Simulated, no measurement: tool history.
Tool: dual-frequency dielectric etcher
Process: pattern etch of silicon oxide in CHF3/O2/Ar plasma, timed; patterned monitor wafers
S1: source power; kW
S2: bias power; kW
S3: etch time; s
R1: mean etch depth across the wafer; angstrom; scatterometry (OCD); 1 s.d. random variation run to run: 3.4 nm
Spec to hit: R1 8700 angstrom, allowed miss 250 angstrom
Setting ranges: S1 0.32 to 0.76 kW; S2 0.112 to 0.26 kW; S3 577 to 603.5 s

Run 1, hour 0: S1 0.54 kW, S2 0.186 kW, S3 577 s. Result: R1 11061 angstrom.
Run 2, hour 6.4: S1 0.54 kW, S2 0.186 kW, S3 603.5 s. Result: R1 11477 angstrom.
Run 3, hour 7.1: S1 0.52 kW, S2 0.179 kW, S3 600.5 s. Result: R1 11005 angstrom.
Run 4, hour 9.4: S1 0.52 kW, S2 0.179 kW, S3 577 s. Result: R1 10677 angstrom.
Run 5, hour 10.7: S1 0.5 kW, S2 0.175 kW, S3 577 s. Result: R1 10272 angstrom.
Run 6, hour 12.1: S1 0.5 kW, S2 0.203 kW, S3 577 s. Result: R1 10808 angstrom.
Run 7, hour 18.5: S1 0.48 kW, S2 0.2 kW, S3 577 s. Result: R1 10492 angstrom.
Run 8, hour 22.5: S1 0.46 kW, S2 0.198 kW, S3 577 s. Result: R1 10255 angstrom.
Run 9, hour 26.1: S1 0.45 kW, S2 0.196 kW, S3 577 s. Result: R1 10038 angstrom.
Run 10, hour 35: S1 0.44 kW, S2 0.195 kW, S3 577 s. Result: R1 9909 angstrom.
Run 11, hour 39.3: S1 0.43 kW, S2 0.194 kW, S3 577 s. Result: R1 9793.4 angstrom.
Run 12, hour 43.1: S1 0.42 kW, S2 0.193 kW, S3 577 s. Result: R1 9553.9 angstrom.
At hour 48.9: source power generator calibrated.
Run 13, hour 48.9: S1 0.41 kW, S2 0.193 kW, S3 577 s. Result: R1 9340.5 angstrom.
Run 14, hour 53.3: S1 0.4 kW, S2 0.193 kW, S3 577 s. Result: R1 9187.6 angstrom.

4 candidate next runs follow, results not yet known. Just one meets every target within its allowed miss. Identify it.
Run A, hour 57.7: S1 0.4 kW, S2 0.207 kW, S3 589 s. Result: R1 ?.
Run B, hour 57.7: S1 0.42 kW, S2 0.157 kW, S3 577 s. Result: R1 ?.
Run C, hour 57.7: S1 0.34 kW, S2 0.207 kW, S3 577 s. Result: R1 ?.
Run D, hour 57.7: S1 0.37 kW, S2 0.17 kW, S3 577 s. Result: R1 ?.

move      R1
   A  9618.2
   B  8742.7
   C  8360.6
   D  8278.4
A: further off than the last run
B: in spec on every target
C: the result that was furthest off in the last run now lies on the other side of its target
D: the result that was furthest off in the last run now lies on the other side of its target
Correct choice: B, which meets every target
